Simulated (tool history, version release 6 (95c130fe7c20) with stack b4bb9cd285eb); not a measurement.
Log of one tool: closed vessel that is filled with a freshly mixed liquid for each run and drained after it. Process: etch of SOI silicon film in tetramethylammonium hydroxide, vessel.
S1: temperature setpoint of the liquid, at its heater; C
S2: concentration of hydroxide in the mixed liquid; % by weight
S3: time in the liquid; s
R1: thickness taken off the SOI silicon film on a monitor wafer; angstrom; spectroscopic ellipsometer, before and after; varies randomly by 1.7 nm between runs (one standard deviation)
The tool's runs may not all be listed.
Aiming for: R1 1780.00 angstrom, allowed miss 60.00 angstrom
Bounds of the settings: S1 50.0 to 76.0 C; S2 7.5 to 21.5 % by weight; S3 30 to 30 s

{"run": 1, "hour": 0.0, "S1": 63.0, "S2": 14.5, "S3": 30, "R1": 1351.8}
{"run": 2, "hour": 7.4, "S1": 58.0, "S2": 14.5, "S3": 30, "R1": 983.74}
{"run": 3, "hour": 15.4, "S1": 52.5, "S2": 14.5, "S3": 30, "R1": 705.02}
{"run": 4, "hour": 18.3, "S1": 54.5, "S2": 14.5, "S3": 30, "R1": 799.86}
{"run": 5, "hour": 26.9, "S1": 56.0, "S2": 14.5, "S3": 30, "R1": 859.16}
{"run": 6, "hour": 34.7, "S1": 56.0, "S2": 14.5, "S3": 30, "R1": 891.11}
{"run": 7, "hour": 38.7, "S1": 57.5, "S2": 14.5, "S3": 30, "R1": 962.86}
{"run": 8, "hour": 39.5, "S1": 58.5, "S2": 14.5, "S3": 30, "R1": 1015.6}
{"run": 9, "hour": 44.0, "S1": 59.5, "S2": 14.5, "S3": 30, "R1": 1090.5}
{"run": 10, "hour": 52.9, "S1": 66.0, "S2": 14.0, "S3": 30, "R1": 1660.0}
{"run": 11, "hour": 60.7, "S1": 66.5, "S2": 14.0, "S3": 30, "R1": 1709.8}

Exercise: of the 5 proposed moves below, exactly one satisfies all targets within the stated allowed misses. Which move is it?
{"run": "A", "hour": 68.5, "S1": 66.5, "S2": 16.5, "S3": 30, "R1": "?"}
{"run": "B", "hour": 68.5, "S1": 69.0, "S2": 21.0, "S3": 30, "R1": "?"}
{"run": "C", "hour": 68.5, "S1": 64.5, "S2": 13.0, "S3": 30, "R1": "?"}
{"run": "D", "hour": 68.5, "S1": 66.0, "S2": 14.5, "S3": 30, "R1": "?"}
{"run": "E", "hour": 68.5, "S1": 66.0, "S2": 11.5, "S3": 30, "R1": "?"}

move=A R1=1575.50
move=B R1=1646.80
move=C R1=1552.60
move=D R1=1609.00
move=E R1=1787.40
A: moves away from the targets compared with the last run
B: moves away from the targets compared with the last run
C: moves away from the targets compared with the last run
D: moves away from the targets compared with the last run
E: each result inside its tolerance
E meets every target.
